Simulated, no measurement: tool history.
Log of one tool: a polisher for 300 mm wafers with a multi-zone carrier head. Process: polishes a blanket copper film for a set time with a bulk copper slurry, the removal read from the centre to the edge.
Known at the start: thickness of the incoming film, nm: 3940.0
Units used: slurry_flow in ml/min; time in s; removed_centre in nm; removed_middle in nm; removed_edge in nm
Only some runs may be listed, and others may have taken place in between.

{"run": 1, "day": 0.0, "slurry_flow": 130, "centre_zone": 1.0, "middle_zone": 1.0, "edge_zone": 1.0, "slurry_solids": 1.0, "time": 48, "removed_centre": 252.62, "removed_middle": 258.41, "removed_edge": 257.76}
{"run": 2, "day": 0.112, "slurry_flow": 140, "centre_zone": 1.03, "middle_zone": 1.01, "edge_zone": 1.02, "slurry_solids": 1.05, "time": 48, "removed_centre": 269.39, "removed_middle": 266.34, "removed_edge": 259.34}
{"run": 3, "day": 0.225, "slurry_flow": 140, "centre_zone": 1.04, "middle_zone": 1.01, "edge_zone": 1.03, "slurry_solids": 1.15, "time": 49, "removed_centre": 283.97, "removed_middle": 280.21, "removed_edge": 278.44}
{"run": 4, "day": 0.542, "slurry_flow": 155, "centre_zone": 1.04, "middle_zone": 1.01, "edge_zone": 1.03, "slurry_solids": 1.15, "time": 49, "removed_centre": 291.44, "removed_middle": 280.42, "removed_edge": 278.14}
{"run": 5, "day": 0.746, "slurry_flow": 155, "centre_zone": 1.04, "middle_zone": 1.01, "edge_zone": 1.03, "slurry_solids": 1.05, "time": 49, "removed_centre": 286.44, "removed_middle": 273.45, "removed_edge": 280.21}
{"run": 6, "day": 0.829, "slurry_flow": 160, "centre_zone": 1.06, "middle_zone": 1.03, "edge_zone": 1.04, "slurry_solids": 1.1, "time": 49, "removed_centre": 295.43, "removed_middle": 287.95, "removed_edge": 281.2}
{"run": 7, "day": 1.075, "slurry_flow": 180, "centre_zone": 1.15, "middle_zone": 1.0, "edge_zone": 1.13, "slurry_solids": 1.35, "time": 51, "removed_centre": 345.92, "removed_middle": 312.94, "removed_edge": 318.09}
{"run": 8, "day": 1.396, "slurry_flow": 180, "centre_zone": 1.15, "middle_zone": 1.01, "edge_zone": 1.13, "slurry_solids": 1.35, "time": 51, "removed_centre": 350.5, "removed_middle": 305.03, "removed_edge": 314.91}

Run 9 comes next. What will it give?
{"run": 9, "day": 1.65, "slurry_flow": 180, "centre_zone": 1.14, "middle_zone": 1.02, "edge_zone": 1.13, "slurry_solids": 1.35, "time": 51, "removed_centre": "?", "removed_middle": "?", "removed_edge": "?"}

removed_centre: 352.27 nm
removed_middle: 315.05 nm
removed_edge: 315.64 nm

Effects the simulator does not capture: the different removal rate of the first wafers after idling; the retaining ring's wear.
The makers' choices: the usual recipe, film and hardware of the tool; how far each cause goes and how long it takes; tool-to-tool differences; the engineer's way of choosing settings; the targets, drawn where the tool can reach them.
